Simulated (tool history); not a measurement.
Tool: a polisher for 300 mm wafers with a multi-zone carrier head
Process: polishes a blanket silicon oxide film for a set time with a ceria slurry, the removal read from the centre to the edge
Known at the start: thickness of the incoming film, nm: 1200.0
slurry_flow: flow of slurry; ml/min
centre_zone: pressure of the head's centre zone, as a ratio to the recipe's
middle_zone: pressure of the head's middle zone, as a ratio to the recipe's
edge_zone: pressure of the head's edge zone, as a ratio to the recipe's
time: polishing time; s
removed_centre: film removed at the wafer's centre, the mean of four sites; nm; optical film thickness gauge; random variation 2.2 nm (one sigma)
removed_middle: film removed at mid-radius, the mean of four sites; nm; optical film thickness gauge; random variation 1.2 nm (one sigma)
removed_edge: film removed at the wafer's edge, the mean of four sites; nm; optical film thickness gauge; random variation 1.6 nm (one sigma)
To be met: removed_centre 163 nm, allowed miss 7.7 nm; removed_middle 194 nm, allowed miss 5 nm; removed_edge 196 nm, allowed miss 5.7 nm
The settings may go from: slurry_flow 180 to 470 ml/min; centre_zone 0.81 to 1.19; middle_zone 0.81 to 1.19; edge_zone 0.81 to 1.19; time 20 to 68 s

run    day  slurry_flow  centre_zone  middle_zone  edge_zone  time  removed_centre  removed_middle  removed_edge
  1      0          300            1            1          1    44          225.67          222.09         225.8
  2    0.3          300            1            1       1.07    44          222.63          223.33        233.74
  3  0.454          295         0.98            1       1.06    43          214.41          216.45        229.31
  4  0.521          295         0.96            1       1.05    42          201.04          211.07        220.35
  5  0.704          295            1            1       1.05    42          212.67          214.25        219.64
  6  0.996          295            1         1.06       1.05    42          214.18          223.08        219.38
  7  1.125          290         0.98         1.05       1.04    42          206.73          220.97        219.66
  8  1.471          290         0.97         1.04       1.03    42           209.5          222.15         219.1
  9  1.771          290         0.96         1.03       1.03    41          202.07          210.14         208.5
 10  2.083          240         0.86         1.03       1.07    40          169.19          201.96        207.39

Which of these 4 next moves meets every target?
  A  2.396          255         0.89         1.02       0.95    37               ?               ?             ?
  B  2.396          230         0.88         1.08       1.12    37               ?               ?             ?
  C  2.396          260         0.82         1.02       1.15    41               ?               ?             ?
  D  2.396          270         0.92         0.92       1.09    40               ?               ?             ?

move  removed_centre  removed_middle  removed_edge
   A          164.67          184.65        180.19
   B          160.52          191.08        193.13
   C          170.07          205.12        219.83
   D          184.73          184.29         209.7
A: takes the result that was furthest off past its target
B: meets every target
C: further off than the last run
D: further off than the last run
The right move is B.
